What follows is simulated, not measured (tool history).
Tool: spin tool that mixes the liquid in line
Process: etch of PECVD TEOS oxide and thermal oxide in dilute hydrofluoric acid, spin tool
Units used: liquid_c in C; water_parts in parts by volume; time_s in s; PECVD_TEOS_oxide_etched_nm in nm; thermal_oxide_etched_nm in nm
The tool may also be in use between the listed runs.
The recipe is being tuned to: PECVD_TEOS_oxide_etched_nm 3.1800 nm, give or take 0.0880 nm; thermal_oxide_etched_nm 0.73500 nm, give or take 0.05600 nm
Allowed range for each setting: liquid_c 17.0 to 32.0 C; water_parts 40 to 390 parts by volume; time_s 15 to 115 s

run,day,liquid_c,water_parts,time_s,PECVD_TEOS_oxide_etched_nm,thermal_oxide_etched_nm
1,0.000,24.0,215,60,5.1513,1.12030
2,0.054,24.0,215,40,3.3986,0.82061
3,0.100,24.0,215,60,5.0550,1.22810
4,0.262,23.0,220,60,4.7560,1.11520
5,0.412,23.0,145,60,7.9702,1.72400
6,0.446,22.0,160,60,6.7680,1.49860
7,0.554,21.0,175,60,5.8618,1.31970
8,0.921,17.0,265,60,3.0479,0.70753

5 next moves are on the table. One of them brings every result within its allowed miss. Which?
A,1.288,18.5,285,65,?,?
B,1.288,17.5,305,65,?,?
C,1.288,27.0,330,55,?,?
D,1.288,17.0,155,35,?,?
E,1.288,17.0,150,30,?,?

move,PECVD_TEOS_oxide_etched_nm,thermal_oxide_etched_nm
A,3.2041,0.72465
B,2.8347,0.64111
C,3.0256,0.68429
D,3.3691,0.76198
E,2.9985,0.67817
A: in spec on every target
B: misses by more than the last run did
C: misses by more than the last run did
D: pushes the last run's worst result past its target
E: misses by more than the last run did
The right move is A.

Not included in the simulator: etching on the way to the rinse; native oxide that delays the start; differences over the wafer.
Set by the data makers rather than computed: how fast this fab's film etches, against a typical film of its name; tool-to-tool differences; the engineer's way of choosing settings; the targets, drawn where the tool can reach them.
